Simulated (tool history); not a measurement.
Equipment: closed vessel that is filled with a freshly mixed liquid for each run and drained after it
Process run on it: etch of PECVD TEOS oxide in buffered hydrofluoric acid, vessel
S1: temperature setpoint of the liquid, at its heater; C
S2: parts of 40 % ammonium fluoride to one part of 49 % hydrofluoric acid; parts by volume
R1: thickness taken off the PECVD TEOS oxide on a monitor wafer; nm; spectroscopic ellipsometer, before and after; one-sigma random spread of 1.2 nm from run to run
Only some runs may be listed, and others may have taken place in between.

{"run": 1, "day": 0.0, "S1": 23, "S2": 19.5, "time in the liquid (s)": 105, "R1": 205.59}
{"run": 2, "day": 0.046, "S1": 23, "S2": 19.5, "time in the liquid (s)": 105, "R1": 204.45}
{"run": 3, "day": 0.367, "S1": 24, "S2": 19.5, "time in the liquid (s)": 105, "R1": 217.1}
{"run": 4, "day": 0.538, "S1": 24, "S2": 14, "time in the liquid (s)": 105, "R1": 300.8}
{"run": 5, "day": 0.871, "S1": 23.5, "S2": 14, "time in the liquid (s)": 105, "R1": 288.46}
{"run": 6, "day": 1.229, "S1": 23.5, "S2": 14, "time in the liquid (s)": 110, "R1": 305.91}
{"run": 7, "day": 1.604, "S1": 23, "S2": 14, "time in the liquid (s)": 110, "R1": 296.77}
{"run": 8, "day": 1.862, "S1": 22.5, "S2": 14, "time in the liquid (s)": 110, "R1": 288.63}

Expected results for the next run?
{"run": 9, "day": 2.158, "S1": 22, "S2": 14, "time in the liquid (s)": 110, "R1": "?"}

Run 9 measured R1 281.69 nm.
